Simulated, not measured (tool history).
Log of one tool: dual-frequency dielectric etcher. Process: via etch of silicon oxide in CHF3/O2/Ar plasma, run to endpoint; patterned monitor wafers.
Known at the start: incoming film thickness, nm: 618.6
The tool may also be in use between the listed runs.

Run 1, hour 0.0: source power (W) 550, bias power (W) 136. Result: endpoint time (s) 344.07.
Run 2, hour 1.8: source power (W) 550, bias power (W) 127. Result: endpoint time (s) 360.21.
Run 3, hour 10.4: source power (W) 550, bias power (W) 138. Result: endpoint time (s) 348.30.
Run 4, hour 17.1: source power (W) 550, bias power (W) 116. Result: endpoint time (s) 375.91.
Run 5, hour 17.8: source power (W) 550, bias power (W) 138. Result: endpoint time (s) 348.04.
Run 6, hour 20.9: source power (W) 550, bias power (W) 130. Result: endpoint time (s) 356.13.
Run 7, hour 21.9: source power (W) 610, bias power (W) 138. Result: endpoint time (s) 329.55.
Run 8, hour 29.6: source power (W) 610, bias power (W) 138. Result: endpoint time (s) 332.96.
Run 9, hour 38.3: source power (W) 650, bias power (W) 144. Result: endpoint time (s) 316.91.
Run 10, hour 44.3: source power (W) 680, bias power (W) 147. Result: endpoint time (s) 311.58.
Run 11, hour 52.7: source power (W) 700, bias power (W) 151. Result: endpoint time (s) 298.66.
Run 12, hour 54.2: source power (W) 720, bias power (W) 152. Result: endpoint time (s) 301.50.
Run 13, hour 61.9: source power (W) 770, bias power (W) 177. Result: endpoint time (s) 271.52.

Run 14 comes next. What will it give?
Run 14, hour 64.6: source power (W) 750, bias power (W) 176. Result: endpoint time (s) ?.

endpoint time (s): 274.66
